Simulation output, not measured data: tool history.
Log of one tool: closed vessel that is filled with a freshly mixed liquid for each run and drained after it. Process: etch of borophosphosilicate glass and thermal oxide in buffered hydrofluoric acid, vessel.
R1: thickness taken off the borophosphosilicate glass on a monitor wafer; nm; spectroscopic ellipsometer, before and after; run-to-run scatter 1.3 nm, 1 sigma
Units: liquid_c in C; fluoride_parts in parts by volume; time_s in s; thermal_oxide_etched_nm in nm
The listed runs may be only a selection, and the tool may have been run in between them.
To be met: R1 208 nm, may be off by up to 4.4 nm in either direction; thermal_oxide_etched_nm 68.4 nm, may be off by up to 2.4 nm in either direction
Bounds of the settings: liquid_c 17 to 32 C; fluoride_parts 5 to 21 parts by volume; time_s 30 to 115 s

{"run": 1, "hour": 0.0, "liquid_c": 25, "fluoride_parts": 13, "time_s": 60, "R1": 151.13, "thermal_oxide_etched_nm": 50.201}
{"run": 2, "hour": 3.3, "liquid_c": 21.5, "fluoride_parts": 13, "time_s": 60, "R1": 124.57, "thermal_oxide_etched_nm": 41.851}
{"run": 3, "hour": 8.2, "liquid_c": 21.5, "fluoride_parts": 11.5, "time_s": 60, "R1": 141.38, "thermal_oxide_etched_nm": 46.131}
{"run": 4, "hour": 16.8, "liquid_c": 23, "fluoride_parts": 11.5, "time_s": 60, "R1": 151.09, "thermal_oxide_etched_nm": 50.723}
{"run": 5, "hour": 18.2, "liquid_c": 24, "fluoride_parts": 11.5, "time_s": 60, "R1": 161.57, "thermal_oxide_etched_nm": 54.224}
{"run": 6, "hour": 19.5, "liquid_c": 27, "fluoride_parts": 11.5, "time_s": 60, "R1": 191.05, "thermal_oxide_etched_nm": 63.292}
{"run": 7, "hour": 20.9, "liquid_c": 27.5, "fluoride_parts": 11.5, "time_s": 60, "R1": 194.89, "thermal_oxide_etched_nm": 64.604}
{"run": 8, "hour": 28.0, "liquid_c": 28, "fluoride_parts": 11.5, "time_s": 60, "R1": 199.99, "thermal_oxide_etched_nm": 66.67}

Consider the 4 candidate settings below. Which is the only one whose results all fall within their allowed miss of target?
{"run": "A", "hour": 35.1, "liquid_c": 26.5, "fluoride_parts": 11, "time_s": 60, "R1": "?", "thermal_oxide_etched_nm": "?"}
{"run": "B", "hour": 35.1, "liquid_c": 20.5, "fluoride_parts": 5, "time_s": 40, "R1": "?", "thermal_oxide_etched_nm": "?"}
{"run": "C", "hour": 35.1, "liquid_c": 27.5, "fluoride_parts": 13.5, "time_s": 75, "R1": "?", "thermal_oxide_etched_nm": "?"}
{"run": "D", "hour": 35.1, "liquid_c": 32, "fluoride_parts": 15, "time_s": 60, "R1": "?", "thermal_oxide_etched_nm": "?"}

move=A R1=192.91 thermal_oxide_etched_nm=62.826
move=B R1=193.47 thermal_oxide_etched_nm=61.931
move=C R1=207.93 thermal_oxide_etched_nm=67.828
move=D R1=189.68 thermal_oxide_etched_nm=62.026
A: the biggest miss grows against the last run
B: the biggest miss grows against the last run
C: all results land within tolerance of their targets
D: the biggest miss grows against the last run
The right move is C.
